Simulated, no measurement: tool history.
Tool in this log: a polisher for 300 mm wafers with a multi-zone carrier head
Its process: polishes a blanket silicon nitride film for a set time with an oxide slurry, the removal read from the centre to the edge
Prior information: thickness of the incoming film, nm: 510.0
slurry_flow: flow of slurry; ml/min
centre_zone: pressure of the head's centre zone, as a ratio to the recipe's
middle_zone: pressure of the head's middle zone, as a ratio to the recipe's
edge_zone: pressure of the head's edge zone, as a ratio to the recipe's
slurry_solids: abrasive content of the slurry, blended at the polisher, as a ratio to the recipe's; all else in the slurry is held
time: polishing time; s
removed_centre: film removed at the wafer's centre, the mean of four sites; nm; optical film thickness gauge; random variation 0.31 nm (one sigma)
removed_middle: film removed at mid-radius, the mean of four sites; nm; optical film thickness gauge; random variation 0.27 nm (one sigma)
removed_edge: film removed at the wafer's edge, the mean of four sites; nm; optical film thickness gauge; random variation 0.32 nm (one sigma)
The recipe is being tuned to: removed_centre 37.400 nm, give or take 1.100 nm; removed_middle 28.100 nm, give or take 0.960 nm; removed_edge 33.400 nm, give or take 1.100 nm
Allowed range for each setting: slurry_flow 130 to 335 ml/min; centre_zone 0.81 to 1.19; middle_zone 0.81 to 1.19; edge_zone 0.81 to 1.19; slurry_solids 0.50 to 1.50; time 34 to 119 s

{"run": 1, "day": 0.0, "slurry_flow": 215, "centre_zone": 1.0, "middle_zone": 1.0, "edge_zone": 1.0, "slurry_solids": 1.0, "time": 76, "removed_centre": 50.002, "removed_middle": 46.863, "removed_edge": 48.896}
{"run": 2, "day": 0.104, "slurry_flow": 210, "centre_zone": 1.01, "middle_zone": 0.98, "edge_zone": 0.99, "slurry_solids": 0.95, "time": 75, "removed_centre": 48.14, "removed_middle": 45.147, "removed_edge": 47.543}
{"run": 3, "day": 0.133, "slurry_flow": 215, "centre_zone": 1.03, "middle_zone": 0.96, "edge_zone": 0.99, "slurry_solids": 0.9, "time": 73, "removed_centre": 47.724, "removed_middle": 40.815, "removed_edge": 43.921}
{"run": 4, "day": 0.254, "slurry_flow": 215, "centre_zone": 1.03, "middle_zone": 0.95, "edge_zone": 0.99, "slurry_solids": 0.85, "time": 73, "removed_centre": 45.878, "removed_middle": 39.868, "removed_edge": 43.076}
{"run": 5, "day": 0.558, "slurry_flow": 215, "centre_zone": 1.03, "middle_zone": 0.94, "edge_zone": 0.99, "slurry_solids": 0.8, "time": 73, "removed_centre": 43.867, "removed_middle": 38.644, "removed_edge": 41.585}
{"run": 6, "day": 0.712, "slurry_flow": 215, "centre_zone": 1.03, "middle_zone": 1.01, "edge_zone": 0.99, "slurry_solids": 0.8, "time": 73, "removed_centre": 43.675, "removed_middle": 41.142, "removed_edge": 41.645}
{"run": 7, "day": 0.921, "slurry_flow": 215, "centre_zone": 1.03, "middle_zone": 0.99, "edge_zone": 0.99, "slurry_solids": 0.75, "time": 73, "removed_centre": 42.926, "removed_middle": 39.192, "removed_edge": 40.815}
{"run": 8, "day": 1.021, "slurry_flow": 215, "centre_zone": 1.03, "middle_zone": 0.97, "edge_zone": 0.99, "slurry_solids": 0.7, "time": 73, "removed_centre": 41.342, "removed_middle": 36.476, "removed_edge": 38.693}
{"run": 9, "day": 1.275, "slurry_flow": 170, "centre_zone": 1.01, "middle_zone": 0.87, "edge_zone": 0.9, "slurry_solids": 0.65, "time": 73, "removed_centre": 37.021, "removed_middle": 30.625, "removed_edge": 34.124}

4 candidate next runs follow, results not yet known. Just one meets every target within its allowed miss. Identify it.
{"run": "A", "day": 1.529, "slurry_flow": 150, "centre_zone": 1.09, "middle_zone": 1.06, "edge_zone": 0.92, "slurry_solids": 0.6, "time": 75, "removed_centre": "?", "removed_middle": "?", "removed_edge": "?"}
{"run": "B", "day": 1.529, "slurry_flow": 160, "centre_zone": 1.0, "middle_zone": 0.9, "edge_zone": 0.92, "slurry_solids": 0.65, "time": 76, "removed_centre": "?", "removed_middle": "?", "removed_edge": "?"}
{"run": "C", "day": 1.529, "slurry_flow": 165, "centre_zone": 1.04, "middle_zone": 0.81, "edge_zone": 0.88, "slurry_solids": 0.7, "time": 69, "removed_centre": "?", "removed_middle": "?", "removed_edge": "?"}
{"run": "D", "day": 1.529, "slurry_flow": 135, "centre_zone": 1.07, "middle_zone": 1.02, "edge_zone": 0.89, "slurry_solids": 0.5, "time": 90, "removed_centre": "?", "removed_middle": "?", "removed_edge": "?"}

move=A removed_centre=37.235 removed_middle=34.456 removed_edge=33.574
move=B removed_centre=36.984 removed_middle=32.519 removed_edge=36.277
move=C removed_centre=36.813 removed_middle=28.523 removed_edge=33.985
move=D removed_centre=37.483 removed_middle=34.339 removed_edge=34.317
A: further off than the last run
B: further off than the last run
C: in spec on every target
D: further off than the last run
Answer: C
